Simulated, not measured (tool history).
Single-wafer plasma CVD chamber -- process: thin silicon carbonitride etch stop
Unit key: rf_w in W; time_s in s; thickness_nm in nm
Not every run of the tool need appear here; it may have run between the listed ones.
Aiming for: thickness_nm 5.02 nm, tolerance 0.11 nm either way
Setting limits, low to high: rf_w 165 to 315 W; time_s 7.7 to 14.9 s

run,hour,rf_w,time_s,thickness_nm
1,0,240,11.3,6.5392
2,6.2,270,11.3,6.7377
3,8.9,245,11.3,6.5988
4,14.9,235,10.4,5.9602
5,16.5,225,10,5.7152
6,22.1,215,9.6,5.4144
7,30.6,205,9.4,5.2288
8,36.3,200,9.3,5.1657

5 next moves are on the table. One of them brings every result within its allowed miss. Which?
A,42,170,9.4,?
B,42,165,10.5,?
C,42,210,9.8,?
D,42,205,9.4,?
E,42,210,9.5,?

move,thickness_nm
A,5.0265
B,5.576
C,5.5106
D,5.2549
E,5.3419
A: each result inside its tolerance
B: its largest miss is bigger than the last run's
C: its largest miss is bigger than the last run's
D: its largest miss is bigger than the last run's
E: its largest miss is bigger than the last run's
A meets every target.

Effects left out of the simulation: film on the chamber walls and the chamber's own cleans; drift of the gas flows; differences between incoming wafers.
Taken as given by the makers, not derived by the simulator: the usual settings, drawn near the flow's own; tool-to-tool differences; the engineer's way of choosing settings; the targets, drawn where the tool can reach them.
